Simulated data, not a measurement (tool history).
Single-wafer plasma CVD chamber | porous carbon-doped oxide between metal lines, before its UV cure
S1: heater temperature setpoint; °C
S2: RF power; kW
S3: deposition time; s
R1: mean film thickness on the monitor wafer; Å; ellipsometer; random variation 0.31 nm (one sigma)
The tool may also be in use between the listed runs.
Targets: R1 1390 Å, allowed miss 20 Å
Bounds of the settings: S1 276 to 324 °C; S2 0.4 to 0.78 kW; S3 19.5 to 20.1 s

run    day   S1     S2    S3      R1
  1      0  300   0.59  19.5  1258.2
  2  0.133  295  0.595  19.5  1311.9
  3  0.262  295  0.595  20.1  1345.7
  4  0.617  293  0.595  20.1  1370.3
  5  0.954  293  0.525  20.1  1243.8
  6  1.042  293  0.525  20.1  1249.6
  7    1.4  288   0.53  20.1  1302.6
  8  1.712  288   0.53  20.1  1302.3
  9  1.917  276   0.54  20.1  1433.2
 10  1.967  277   0.54  20.1  1430.6
 11  2.238  278   0.54  20.1  1420.5
 12  2.579  282  0.535  20.1  1367.6

Which of these 5 next moves meets every target?
  A  2.921  276  0.485    20   ?
  B  2.921  278  0.525  19.5   ?
  C  2.921  284   0.54  19.8   ?
  D  2.921  277  0.535  19.6   ?
  E  2.921  280   0.53  19.7   ?

move      R1
   A  1313.1
   B  1341.3
   C  1330.7
   D  1377.3
   E  1344.3
A: further off than the last run
B: further off than the last run
C: further off than the last run
D: meets every target
E: further off than the last run
Move D is the one to make.

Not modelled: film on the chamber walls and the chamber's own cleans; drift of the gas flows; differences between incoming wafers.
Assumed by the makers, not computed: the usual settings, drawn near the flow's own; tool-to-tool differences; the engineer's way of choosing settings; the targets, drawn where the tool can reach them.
